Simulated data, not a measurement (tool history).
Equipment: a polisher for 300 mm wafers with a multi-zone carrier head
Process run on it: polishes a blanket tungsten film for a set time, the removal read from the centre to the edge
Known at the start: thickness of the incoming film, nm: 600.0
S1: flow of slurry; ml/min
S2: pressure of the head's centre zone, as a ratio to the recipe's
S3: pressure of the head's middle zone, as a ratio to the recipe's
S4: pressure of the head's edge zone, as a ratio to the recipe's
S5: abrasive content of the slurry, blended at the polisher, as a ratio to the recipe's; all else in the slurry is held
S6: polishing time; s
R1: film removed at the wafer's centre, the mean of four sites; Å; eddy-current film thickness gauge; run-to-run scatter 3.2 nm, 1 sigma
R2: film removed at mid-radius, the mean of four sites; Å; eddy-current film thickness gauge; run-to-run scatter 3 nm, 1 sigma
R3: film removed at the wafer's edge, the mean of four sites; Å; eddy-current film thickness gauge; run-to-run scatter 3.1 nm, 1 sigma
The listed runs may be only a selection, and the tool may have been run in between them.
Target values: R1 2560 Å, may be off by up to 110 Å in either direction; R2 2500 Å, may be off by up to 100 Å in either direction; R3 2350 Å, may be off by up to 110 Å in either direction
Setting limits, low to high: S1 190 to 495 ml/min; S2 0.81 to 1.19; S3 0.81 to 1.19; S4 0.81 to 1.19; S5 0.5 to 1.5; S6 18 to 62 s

run	hour	S1	S2	S3	S4	S5	S6	R1	R2	R3
1	0	320	1	1	1	1	40	1771.9	1701.7	1675.4
2	8	320	1.01	1.02	1.02	1.1	41	1824.3	1792.9	1750.2
3	9.6	320	1.03	1.03	1.03	1.15	43	1982.2	1884.7	1869.5
4	13.3	265	1.03	1.03	1.03	1.15	43	1926.7	1851.1	1840.6
5	17.6	275	1.04	1.05	1.04	1.2	44	2017.1	1986.5	1890.7
6	26.4	275	1.04	1.05	1.01	1.2	44	2049.8	1972	1901.5
7	27.4	280	1.04	1.06	1.01	1.25	45	2059	2080	1931.1
8	31.7	280	1.05	1.07	1.03	1.3	46	2155.4	2095	1976.4
9	40	280	1.05	1.07	1.03	1.3	47	2202.5	2148.4	2035.2
10	42	280	1.05	1.07	1.03	1.3	47	2235.6	2213	2034.9
11	48.5	280	1.05	1.07	1.04	1.35	48	2292.9	2186.6	2123.1
12	52	280	1.05	1.08	1.04	1.35	49	2330.3	2279.5	2133.2

Below are 4 possible settings for the next run. Only one of them brings all results inside the allowed miss of their targets. Which is it?
A	55.5	245	1.02	1.11	1.08	1.35	53	?	?	?
B	55.5	280	0.98	1.09	1.08	1.4	52	?	?	?
C	55.5	375	1.09	0.9	1.18	1.5	55	?	?	?
D	55.5	315	1.09	1.14	1.1	1.25	52	?	?	?

move	R1	R2	R3
A	2422.4	2467.8	2371
B	2332.4	2435.5	2366
C	2854.2	2304.3	2696.4
D	2579.9	2502.3	2359.5
A: brings the last run's worst result on target, with another outside its allowed miss
B: brings the last run's worst result on target, with another outside its allowed miss
C: misses by more than the last run did
D: all results in spec
Go with D: it meets all targets.
